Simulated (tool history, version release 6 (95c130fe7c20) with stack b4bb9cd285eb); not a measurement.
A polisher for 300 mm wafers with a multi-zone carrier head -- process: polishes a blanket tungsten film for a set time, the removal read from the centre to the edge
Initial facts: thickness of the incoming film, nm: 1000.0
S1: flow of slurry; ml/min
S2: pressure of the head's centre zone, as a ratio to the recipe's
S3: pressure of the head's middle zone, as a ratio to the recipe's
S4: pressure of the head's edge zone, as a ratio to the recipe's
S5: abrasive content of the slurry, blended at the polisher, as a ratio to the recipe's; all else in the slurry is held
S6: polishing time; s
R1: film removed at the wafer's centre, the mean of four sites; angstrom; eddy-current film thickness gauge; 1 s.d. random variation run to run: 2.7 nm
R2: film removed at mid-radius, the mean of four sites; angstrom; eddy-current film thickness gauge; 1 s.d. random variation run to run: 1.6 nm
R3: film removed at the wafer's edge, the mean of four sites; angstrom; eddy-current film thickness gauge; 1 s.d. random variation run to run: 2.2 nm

| run | day | S1 | S2 | S3 | S4 | S5 | S6 | R1 | R2 | R3 |
|---|---|---|---|---|---|---|---|---|---|---|
| 1 | 0 | 205 | 1 | 1 | 1 | 1 | 54 | 2809.6 | 2954.3 | 2938.7 |
| 2 | 0.292 | 200 | 1.01 | 0.99 | 0.97 | 0.9 | 54 | 2878.7 | 2945 | 2888 |
| 3 | 0.325 | 200 | 1.01 | 0.98 | 0.95 | 0.85 | 53 | 2768.1 | 2786.1 | 2749.5 |
| 4 | 0.483 | 200 | 1.01 | 0.98 | 0.93 | 0.8 | 53 | 2716.4 | 2787.8 | 2673.8 |
| 5 | 0.85 | 200 | 1.05 | 0.98 | 0.93 | 0.8 | 53 | 2774.9 | 2737.6 | 2641.3 |
| 6 | 0.888 | 220 | 1.05 | 0.98 | 0.93 | 0.8 | 53 | 2882.4 | 2771.5 | 2665 |
| 7 | 0.912 | 215 | 1.04 | 0.97 | 0.91 | 0.75 | 53 | 2813.8 | 2721.6 | 2637.6 |
| 8 | 1.129 | 205 | 1.04 | 0.97 | 0.9 | 0.7 | 53 | 2703.5 | 2689.8 | 2538.3 |
| 9 | 1.171 | 205 | 1.04 | 0.97 | 0.9 | 0.7 | 53 | 2756.3 | 2681.2 | 2559.1 |
| 10 | 1.208 | 200 | 1.04 | 0.96 | 0.89 | 0.65 | 53 | 2717.3 | 2661.5 | 2568 |
| 11 | 1.25 | 195 | 1.04 | 0.96 | 0.88 | 0.6 | 53 | 2635.5 | 2552.4 | 2449 |
| 12 | 1.471 | 190 | 1.04 | 0.96 | 0.87 | 0.6 | 53 | 2701 | 2559 | 2472.2 |

The next listed run, before its measurement:
| 13 | 1.571 | 190 | 1.03 | 0.96 | 0.86 | 0.6 | 53 | ? | ? | ? |

{"run 13": {"R1": 2624.4, "R2": 2596.9, "R3": 2506.1}}

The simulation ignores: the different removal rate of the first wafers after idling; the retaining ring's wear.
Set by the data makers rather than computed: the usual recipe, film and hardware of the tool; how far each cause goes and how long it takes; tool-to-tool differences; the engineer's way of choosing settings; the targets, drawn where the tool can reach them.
